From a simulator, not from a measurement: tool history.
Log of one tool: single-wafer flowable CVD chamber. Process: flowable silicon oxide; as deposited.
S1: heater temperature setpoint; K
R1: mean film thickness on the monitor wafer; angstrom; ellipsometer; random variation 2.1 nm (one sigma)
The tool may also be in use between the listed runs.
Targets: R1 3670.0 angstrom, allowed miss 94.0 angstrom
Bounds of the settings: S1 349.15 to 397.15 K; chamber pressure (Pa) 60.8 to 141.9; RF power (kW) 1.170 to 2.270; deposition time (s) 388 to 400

{"run": 1, "hour": 0.0, "S1": 373.15, "chamber pressure (Pa)": 101.3, "RF power (kW)": 1.72, "deposition time (s)": 388, "R1": 2395.4}
{"run": 2, "hour": 6.5, "S1": 369.15, "chamber pressure (Pa)": 101.5, "RF power (kW)": 1.72, "deposition time (s)": 388, "R1": 2734.6}
{"run": 3, "hour": 12.9, "S1": 369.15, "chamber pressure (Pa)": 101.5, "RF power (kW)": 1.835, "deposition time (s)": 388, "R1": 2798.0}
{"run": 4, "hour": 16.4, "S1": 374.15, "chamber pressure (Pa)": 101.5, "RF power (kW)": 1.835, "deposition time (s)": 388, "R1": 2315.5}
{"run": 5, "hour": 24.5, "S1": 370.15, "chamber pressure (Pa)": 101.6, "RF power (kW)": 1.835, "deposition time (s)": 388, "R1": 2715.6}
{"run": 6, "hour": 28.1, "S1": 370.15, "chamber pressure (Pa)": 108.4, "RF power (kW)": 1.835, "deposition time (s)": 388, "R1": 2885.5}
{"run": 7, "hour": 30.4, "S1": 361.15, "chamber pressure (Pa)": 108.7, "RF power (kW)": 1.835, "deposition time (s)": 388, "R1": 3967.8}
{"run": 8, "hour": 37.0, "S1": 362.15, "chamber pressure (Pa)": 108.7, "RF power (kW)": 1.835, "deposition time (s)": 388, "R1": 3837.5}

Which of these 4 next moves meets every target?
{"run": "A", "hour": 43.6, "S1": 361.15, "chamber pressure (Pa)": 105.9, "RF power (kW)": 1.775, "deposition time (s)": 399, "R1": "?"}
{"run": "B", "hour": 43.6, "S1": 365.15, "chamber pressure (Pa)": 112.3, "RF power (kW)": 1.81, "deposition time (s)": 397, "R1": "?"}
{"run": "C", "hour": 43.6, "S1": 357.15, "chamber pressure (Pa)": 96.7, "RF power (kW)": 1.625, "deposition time (s)": 388, "R1": "?"}
{"run": "D", "hour": 43.6, "S1": 365.15, "chamber pressure (Pa)": 115.6, "RF power (kW)": 1.86, "deposition time (s)": 399, "R1": "?"}

move=A R1=4002.6
move=B R1=3687.5
move=C R1=4014.1
move=D R1=3833.9
A: further off than the last run
B: meets every target
C: further off than the last run
D: as far off as the last run
The right move is B.
